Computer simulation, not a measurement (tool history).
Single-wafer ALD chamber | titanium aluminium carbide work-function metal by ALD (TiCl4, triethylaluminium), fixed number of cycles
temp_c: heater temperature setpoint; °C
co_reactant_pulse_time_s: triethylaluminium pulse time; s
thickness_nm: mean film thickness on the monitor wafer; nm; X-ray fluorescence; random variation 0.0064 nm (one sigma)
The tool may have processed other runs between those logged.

run 1 hour=0 | temp_c=320 co_reactant_pulse_time_s=10.04 | thickness_nm=2.4135
run 2 hour=6.3 | temp_c=316 co_reactant_pulse_time_s=9.07 | thickness_nm=2.3269
run 3 hour=8.6 | temp_c=313 co_reactant_pulse_time_s=8.24 | thickness_nm=2.2338
run 4 hour=16.5 | temp_c=310 co_reactant_pulse_time_s=7.54 | thickness_nm=2.1234
run 5 hour=19.5 | temp_c=308 co_reactant_pulse_time_s=7.18 | thickness_nm=2.0539
run 6 hour=26 | temp_c=318 co_reactant_pulse_time_s=7.18 | thickness_nm=2.1192
run 7 hour=34.1 | temp_c=317 co_reactant_pulse_time_s=6.69 | thickness_nm=2.0348
run 8 hour=39.9 | temp_c=305 co_reactant_pulse_time_s=5.82 | thickness_nm=1.7019
run 9 hour=42.9 | temp_c=306 co_reactant_pulse_time_s=5.83 | thickness_nm=1.7016
run 10 hour=49.7 | temp_c=307 co_reactant_pulse_time_s=5.84 | thickness_nm=1.7222
run 11 hour=54.1 | temp_c=308 co_reactant_pulse_time_s=5.85 | thickness_nm=1.7456
run 12 hour=55.4 | temp_c=309 co_reactant_pulse_time_s=5.86 | thickness_nm=1.739
run 13 hour=62.8 | temp_c=310 co_reactant_pulse_time_s=5.87 | thickness_nm=1.7552
run 14 hour=65.1 | temp_c=311 co_reactant_pulse_time_s=5.88 | thickness_nm=1.7612
run 15 hour=70.5 | temp_c=312 co_reactant_pulse_time_s=5.89 | thickness_nm=1.7695
run 16 hour=73.1 | temp_c=317 co_reactant_pulse_time_s=6.44 | thickness_nm=1.9591
run 17 hour=78.8 | temp_c=316 co_reactant_pulse_time_s=6.42 | thickness_nm=1.9503
run 18 hour=84.9 | temp_c=304 co_reactant_pulse_time_s=4.59 | thickness_nm=1.1048
run 19 hour=86.2 | temp_c=308 co_reactant_pulse_time_s=4.6 | thickness_nm=1.1327
run 20 hour=88.6 | temp_c=308 co_reactant_pulse_time_s=4.9 | thickness_nm=1.3172

Predict the results of run 21:
run 21 hour=91.7 | temp_c=313 co_reactant_pulse_time_s=5.02 | thickness_nm=?

Run 21 yielded thickness_nm 1.4121 nm.

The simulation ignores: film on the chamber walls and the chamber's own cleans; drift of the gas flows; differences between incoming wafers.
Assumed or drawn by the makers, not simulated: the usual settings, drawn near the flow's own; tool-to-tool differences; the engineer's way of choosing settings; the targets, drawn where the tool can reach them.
